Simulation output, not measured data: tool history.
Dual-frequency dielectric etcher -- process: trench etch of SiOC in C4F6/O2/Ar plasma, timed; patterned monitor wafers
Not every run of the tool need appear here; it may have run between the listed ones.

run,hour,source power (W),bias power (W),etch time (s),mean etch depth across the wafer (Å)
1,0.0,350,177,13.5,269.17
2,1.0,310,177,13.5,261.14
3,4.2,310,177,13.5,260.92
4,9.8,300,175,13.5,254.32
5,11.5,360,175,13.5,271.81
6,16.4,420,175,13.5,285.22
7,17.4,400,170,13.5,278.54
8,21.7,380,166,13.5,267.60
9,23.6,370,164,13.5,266.68
10,27.8,360,162,13.5,262.35

What will run 11 give?
11,36.3,350,160,13.5,?

{"run 11": {"mean etch depth across the wafer (Å)": 259.87}}
